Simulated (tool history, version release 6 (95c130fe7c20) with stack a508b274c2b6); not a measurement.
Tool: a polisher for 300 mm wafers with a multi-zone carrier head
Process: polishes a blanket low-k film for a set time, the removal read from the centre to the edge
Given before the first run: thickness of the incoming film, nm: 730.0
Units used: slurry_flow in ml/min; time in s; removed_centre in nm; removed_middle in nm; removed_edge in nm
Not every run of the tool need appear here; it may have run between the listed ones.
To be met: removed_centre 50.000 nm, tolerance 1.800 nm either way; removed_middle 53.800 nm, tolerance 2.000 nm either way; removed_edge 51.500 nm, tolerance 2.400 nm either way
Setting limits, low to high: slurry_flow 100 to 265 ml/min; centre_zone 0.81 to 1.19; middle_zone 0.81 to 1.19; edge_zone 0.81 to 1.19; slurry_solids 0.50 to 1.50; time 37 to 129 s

run  hour  slurry_flow  centre_zone  middle_zone  edge_zone  slurry_solids  time  removed_centre  removed_middle  removed_edge
  1   0.0          170         1.00         1.00       1.00           1.00    83          39.899          39.443        39.171
  2   1.1          180         1.00         1.03       1.03           1.10    83          41.425          41.818        43.329
  3   6.0          180         1.00         0.99       1.03           1.10    83          41.429          41.820        40.897
  4   8.8          180         1.00         0.99       1.03           0.95    83          38.309          37.922        39.164
  5  12.9          180         1.00         0.94       1.03           0.95    83          38.808          37.025        38.826
  6  21.7          190         1.01         0.99       1.04           1.05    83          41.093          39.929        41.033
  7  30.6          190         1.01         1.02       1.04           1.15    83          43.540          43.729        43.197
  8  31.4          195         1.02         1.05       1.05           1.20    83          45.502          45.523        45.368
  9  38.8          200         1.02         1.08       1.05           1.25    83          46.107          47.395        45.657
 10  41.3          200         1.02         1.10       1.07           1.30    83          46.674          48.111        45.927
 11  42.9          205         1.01         1.10       1.08           1.35    84          48.083          50.488        49.129
 12  46.8          210         1.01         1.11       1.08           1.35    84          47.817          50.593        48.361

Which of these 4 next moves meets every target?
  A  50.7          210         1.01         0.99       1.17           1.40    87               ?               ?             ?
  B  50.7          180         0.90         1.12       1.06           1.40    95               ?               ?             ?
  C  50.7          225         1.08         1.19       0.92           1.35    79               ?               ?             ?
  D  50.7          140         1.04         1.15       1.12           1.45    88               ?               ?             ?

move  removed_centre  removed_middle  removed_edge
   A          50.282          49.539        52.126
   B          48.099          58.599        53.449
   C          48.529          51.392        41.524
   D          50.804          54.731        50.661
A: further off than the last run
B: pushes the last run's worst result past its target
C: further off than the last run
D: each result inside its tolerance
D is the move that brings every result within its allowed miss.
